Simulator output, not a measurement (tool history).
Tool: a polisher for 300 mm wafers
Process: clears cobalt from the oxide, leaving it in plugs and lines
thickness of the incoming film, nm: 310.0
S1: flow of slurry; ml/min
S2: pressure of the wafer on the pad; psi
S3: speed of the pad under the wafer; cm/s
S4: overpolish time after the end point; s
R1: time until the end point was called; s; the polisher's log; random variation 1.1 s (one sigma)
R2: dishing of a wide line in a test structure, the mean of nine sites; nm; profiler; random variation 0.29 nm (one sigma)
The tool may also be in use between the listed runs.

| run | hour | S1 | S2 | S3 | S4 | R1 | R2 |
|---|---|---|---|---|---|---|---|
| 1 | 0 | 160 | 1.7 | 80 | 14 | 92.394 | 24.682 |
| 2 | 8.3 | 160 | 1.9 | 80 | 14 | 86.39 | 25.056 |
| 3 | 14.3 | 155 | 2.1 | 78 | 11 | 82.701 | 23.655 |
| 4 | 16.3 | 155 | 2.3 | 76 | 9 | 78.999 | 22.253 |
| 5 | 19.4 | 155 | 2.3 | 76 | 11 | 76.421 | 23.792 |
| 6 | 22 | 155 | 2.3 | 64 | 11 | 93.088 | 22.563 |
| 7 | 30.7 | 165 | 2.4 | 66 | 9 | 85.558 | 21.282 |
| 8 | 36.7 | 190 | 2.5 | 66 | 8 | 81.369 | 20.474 |
| 9 | 41.4 | 205 | 2.6 | 68 | 7 | 73.417 | 19.502 |
| 10 | 41.9 | 220 | 2.6 | 68 | 6 | 74.713 | 18.504 |

The next listed run, before its measurement:
| 11 | 44.5 | 230 | 2.6 | 68 | 5 | ? | ? |

R1: 73.137 s
R2: 16.293 nm

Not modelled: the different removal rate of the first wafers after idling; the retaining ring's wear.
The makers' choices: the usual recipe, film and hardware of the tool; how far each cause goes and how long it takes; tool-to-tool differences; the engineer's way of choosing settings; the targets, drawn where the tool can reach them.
